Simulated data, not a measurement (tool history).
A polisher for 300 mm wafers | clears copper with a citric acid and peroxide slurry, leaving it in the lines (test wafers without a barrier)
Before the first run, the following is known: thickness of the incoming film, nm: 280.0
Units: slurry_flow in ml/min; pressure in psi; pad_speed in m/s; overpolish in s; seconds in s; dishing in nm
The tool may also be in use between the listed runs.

{"run": 1, "day": 0.0, "slurry_flow": 245, "pressure": 4.2, "pad_speed": 0.84, "slurry_solids": 1, "overpolish": 26, "seconds": 106.6, "dishing": 48.139}
{"run": 2, "day": 0.175, "slurry_flow": 245, "pressure": 3.7, "pad_speed": 0.9, "slurry_solids": 1, "overpolish": 20, "seconds": 114.42, "dishing": 35.952}
{"run": 3, "day": 0.221, "slurry_flow": 235, "pressure": 3.1, "pad_speed": 1.04, "slurry_solids": 0.95, "overpolish": 16, "seconds": 117.3, "dishing": 29.141}
{"run": 4, "day": 0.262, "slurry_flow": 205, "pressure": 2.9, "pad_speed": 1.14, "slurry_solids": 0.85, "overpolish": 13, "seconds": 115.05, "dishing": 23.594}
{"run": 5, "day": 0.462, "slurry_flow": 205, "pressure": 2.9, "pad_speed": 1.14, "slurry_solids": 1, "overpolish": 13, "seconds": 112.4, "dishing": 24.047}
{"run": 6, "day": 0.642, "slurry_flow": 185, "pressure": 2.6, "pad_speed": 1.2, "slurry_solids": 1.1, "overpolish": 11, "seconds": 119.2, "dishing": 19.365}
{"run": 7, "day": 0.775, "slurry_flow": 145, "pressure": 2.9, "pad_speed": 1.28, "slurry_solids": 1.35, "overpolish": 8, "seconds": 103.02, "dishing": 16.62}

The next listed run, before its measurement:
{"run": 8, "day": 0.833, "slurry_flow": 145, "pressure": 2.6, "pad_speed": 1.28, "slurry_solids": 1.35, "overpolish": 8, "seconds": "?", "dishing": "?"}

{"run 8": {"seconds": 115.59, "dishing": 15.858}}

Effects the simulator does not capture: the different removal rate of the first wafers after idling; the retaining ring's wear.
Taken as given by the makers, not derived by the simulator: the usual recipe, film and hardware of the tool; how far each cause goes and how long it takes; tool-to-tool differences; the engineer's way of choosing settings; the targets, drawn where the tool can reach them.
